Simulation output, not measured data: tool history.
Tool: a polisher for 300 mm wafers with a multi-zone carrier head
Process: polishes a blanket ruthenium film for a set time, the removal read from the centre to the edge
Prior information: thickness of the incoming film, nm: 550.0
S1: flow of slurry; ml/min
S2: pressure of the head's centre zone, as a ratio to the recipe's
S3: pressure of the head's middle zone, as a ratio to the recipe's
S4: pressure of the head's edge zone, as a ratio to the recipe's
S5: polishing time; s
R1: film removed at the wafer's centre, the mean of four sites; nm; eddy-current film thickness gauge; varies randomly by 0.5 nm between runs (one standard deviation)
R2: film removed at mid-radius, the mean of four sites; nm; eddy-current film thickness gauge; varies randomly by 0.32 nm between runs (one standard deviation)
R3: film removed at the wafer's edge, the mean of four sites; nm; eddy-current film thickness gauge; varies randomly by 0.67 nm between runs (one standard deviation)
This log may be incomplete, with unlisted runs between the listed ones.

run	hour	S1	S2	S3	S4	S5	R1	R2	R3
1	0	225	1	1	1	53	43.834	41.535	43.075
2	2.9	235	1.03	1	1.03	55	46.531	43.257	46.142
3	5.1	245	1.06	1	1.04	56	49.025	44.733	46.807
4	9.2	250	1.08	0.99	1.06	58	51.121	45.742	48.387
5	12.1	250	1.1	0.98	1.08	60	54.518	46.677	52.142
6	19.4	250	1.1	1.05	1.08	60	54.256	49.358	51.296
7	23.2	255	1.12	1.04	1.1	61	56.16	50.524	53.094
8	27.3	265	1.13	1.03	1.11	62	57.404	50.764	53.749
9	31.4	265	1.14	1.02	1.12	63	59.6	50.981	55.58
10	39.2	270	1.15	1.02	1.13	63	58.915	50.945	55.28
11	40	270	1.15	1.02	1.13	63	59.548	50.526	55.179
12	45.4	270	1.16	1.02	1.14	63	59.687	50.613	55.411
13	53.3	270	1.17	1.02	1.15	63	60.909	51.718	54.781

Forecast run 14:
14	60.1	275	1.17	1.01	1.15	64	?	?	?

Run 14 came out at R1 62.058 nm, R2 51.319 nm, R3 56.544 nm.
